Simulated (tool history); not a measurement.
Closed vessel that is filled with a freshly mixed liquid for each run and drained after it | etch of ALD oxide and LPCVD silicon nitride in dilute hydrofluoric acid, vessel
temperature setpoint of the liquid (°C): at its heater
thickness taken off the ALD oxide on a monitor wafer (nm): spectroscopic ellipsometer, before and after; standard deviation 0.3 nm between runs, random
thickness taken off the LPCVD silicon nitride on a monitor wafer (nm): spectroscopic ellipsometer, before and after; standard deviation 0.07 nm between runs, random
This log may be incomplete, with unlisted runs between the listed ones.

run	day	temperature setpoint of the liquid (°C)	parts of water to one part of 49 % hydrofluoric acid (parts by volume)	time in the liquid (s)	thickness taken off the ALD oxide on a monitor wafer (nm)	thickness taken off the LPCVD silicon nitride on a monitor wafer (nm)
1	0	26	105	60	15.187	0.2803
2	0.329	27.5	105	60	16.019	0.35583
3	0.45	27.5	95	60	18.058	0.3695
4	0.7	28	90	60	19.586	0.50479
5	1.004	28	65	60	28.349	0.54735
6	1.112	31	65	60	31.757	0.57852
7	1.325	31.5	65	60	32.029	0.6293

What does the tool deliver on the next run?
8	1.658	32.5	65	60	?	?

thickness taken off the ALD oxide on a monitor wafer (nm): 33.395
thickness taken off the LPCVD silicon nitride on a monitor wafer (nm): 0.85154
